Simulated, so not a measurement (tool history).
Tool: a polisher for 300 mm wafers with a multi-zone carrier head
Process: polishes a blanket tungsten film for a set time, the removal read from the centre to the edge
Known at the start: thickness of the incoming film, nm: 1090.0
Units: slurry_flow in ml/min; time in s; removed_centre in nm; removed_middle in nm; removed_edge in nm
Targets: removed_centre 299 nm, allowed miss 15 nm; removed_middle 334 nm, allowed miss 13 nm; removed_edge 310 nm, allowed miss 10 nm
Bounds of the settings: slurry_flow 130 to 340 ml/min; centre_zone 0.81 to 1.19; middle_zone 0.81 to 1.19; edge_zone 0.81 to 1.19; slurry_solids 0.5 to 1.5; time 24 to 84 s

run,hour,slurry_flow,centre_zone,middle_zone,edge_zone,slurry_solids,time,removed_centre,removed_middle,removed_edge
1,0,220,1,1,1,1,54,407.6,410.05,412.36
2,7.8,265,1,1,1,1,54,423.48,412.61,422.83
3,10.8,255,0.98,1,0.96,0.9,53,394.81,390.83,388
4,16.7,245,0.95,0.99,0.93,0.85,53,375.91,383.63,377.77
5,22.9,240,0.93,0.99,0.91,0.75,53,355.48,369.97,359.84
6,27.2,235,0.91,0.99,0.89,0.7,53,339.98,362.38,351.24
7,32.5,230,0.9,0.99,0.87,0.65,53,335.75,346.57,341.37
8,36.1,205,0.82,1.08,0.81,0.55,51,275.67,344.99,296.77

Which of these 4 next moves meets every target?
A,39.7,190,0.89,1.03,0.84,0.65,50,?,?,?
B,39.7,190,0.92,0.96,1.02,0.5,52,?,?,?
C,39.7,265,0.95,0.97,0.81,0.55,47,?,?,?
D,39.7,175,0.81,1.08,0.93,0.5,52,?,?,?

move,removed_centre,removed_middle,removed_edge
A,300.33,324.93,311.35
B,298.26,295.86,329.71
C,299.46,290.27,284.93
D,264.48,322.43,311.69
A: meets every target
B: brings the result that was furthest off to its target, and leaves another outside
C: brings the result that was furthest off to its target, and leaves another outside
D: further off than the last run
The right move is A.
